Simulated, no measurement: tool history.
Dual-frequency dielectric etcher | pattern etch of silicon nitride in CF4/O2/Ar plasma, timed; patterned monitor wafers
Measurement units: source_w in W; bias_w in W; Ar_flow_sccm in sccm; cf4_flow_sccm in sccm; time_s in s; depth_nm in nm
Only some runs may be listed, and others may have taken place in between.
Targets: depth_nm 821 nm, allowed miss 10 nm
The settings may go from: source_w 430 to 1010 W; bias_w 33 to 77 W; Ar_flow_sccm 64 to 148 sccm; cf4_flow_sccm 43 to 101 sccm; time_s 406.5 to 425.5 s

run 1 hour=0 | source_w=720 bias_w=55 Ar_flow_sccm=106 cf4_flow_sccm=72 time_s=406.5 | depth_nm=1047.5
run 2 hour=1.5 | source_w=700 bias_w=55 Ar_flow_sccm=106 cf4_flow_sccm=72 time_s=406.5 | depth_nm=1027.2
run 3 hour=6.4 | source_w=680 bias_w=55 Ar_flow_sccm=106 cf4_flow_sccm=72 time_s=406.5 | depth_nm=993.56
run 4 hour=9.3 | source_w=660 bias_w=55 Ar_flow_sccm=106 cf4_flow_sccm=72 time_s=406.5 | depth_nm=966.68
run 5 hour=9.9 | source_w=660 bias_w=61 Ar_flow_sccm=106 cf4_flow_sccm=72 time_s=406.5 | depth_nm=1020.5
run 6 hour=15 | source_w=660 bias_w=65 Ar_flow_sccm=106 cf4_flow_sccm=72 time_s=406.5 | depth_nm=1058.9
run 7 hour=20.6 | source_w=640 bias_w=65 Ar_flow_sccm=106 cf4_flow_sccm=72 time_s=406.5 | depth_nm=1015.7
run 8 hour=23 | source_w=620 bias_w=65 Ar_flow_sccm=106 cf4_flow_sccm=72 time_s=406.5 | depth_nm=994.15
run 9 hour=26 | source_w=600 bias_w=65 Ar_flow_sccm=106 cf4_flow_sccm=72 time_s=406.5 | depth_nm=962.95
run 10 hour=29.8 | source_w=590 bias_w=65 Ar_flow_sccm=106 cf4_flow_sccm=72 time_s=406.5 | depth_nm=953.78
run 11 hour=30.3 | source_w=580 bias_w=65 Ar_flow_sccm=106 cf4_flow_sccm=72 time_s=406.5 | depth_nm=936.92
run 12 hour=36.5 | source_w=570 bias_w=65 Ar_flow_sccm=106 cf4_flow_sccm=72 time_s=406.5 | depth_nm=921.3
run 13 hour=42.2 | source_w=570 bias_w=65 Ar_flow_sccm=106 cf4_flow_sccm=72 time_s=406.5 | depth_nm=919.87
run 14 hour=49.1 | source_w=560 bias_w=65 Ar_flow_sccm=106 cf4_flow_sccm=72 time_s=406.5 | depth_nm=912.99
run 15 hour=51.4 | source_w=550 bias_w=65 Ar_flow_sccm=106 cf4_flow_sccm=72 time_s=406.5 | depth_nm=893.82
run 16 hour=59.7 | source_w=470 bias_w=65 Ar_flow_sccm=106 cf4_flow_sccm=72 time_s=406.5 | depth_nm=772.19
run 17 hour=65.4 | source_w=490 bias_w=65 Ar_flow_sccm=106 cf4_flow_sccm=72 time_s=406.5 | depth_nm=806.78

Exercise: of the 5 proposed moves below, exactly one satisfies all targets within the stated allowed misses. Which move is it?
run A hour=71.1 | source_w=480 bias_w=62 Ar_flow_sccm=105 cf4_flow_sccm=68 time_s=421.5 | depth_nm=?
run B hour=71.1 | source_w=450 bias_w=68 Ar_flow_sccm=116 cf4_flow_sccm=92 time_s=411 | depth_nm=?
run C hour=71.1 | source_w=480 bias_w=61 Ar_flow_sccm=109 cf4_flow_sccm=70 time_s=423 | depth_nm=?
run D hour=71.1 | source_w=450 bias_w=73 Ar_flow_sccm=105 cf4_flow_sccm=73 time_s=420 | depth_nm=?
run E hour=71.1 | source_w=470 bias_w=61 Ar_flow_sccm=90 cf4_flow_sccm=70 time_s=419.5 | depth_nm=?

move=A depth_nm=792.15
move=B depth_nm=784.19
move=C depth_nm=787.97
move=D depth_nm=817.02
move=E depth_nm=782.19
A: misses by more than the last run did
B: misses by more than the last run did
C: misses by more than the last run did
D: in spec on every target
E: misses by more than the last run did
D meets every target.
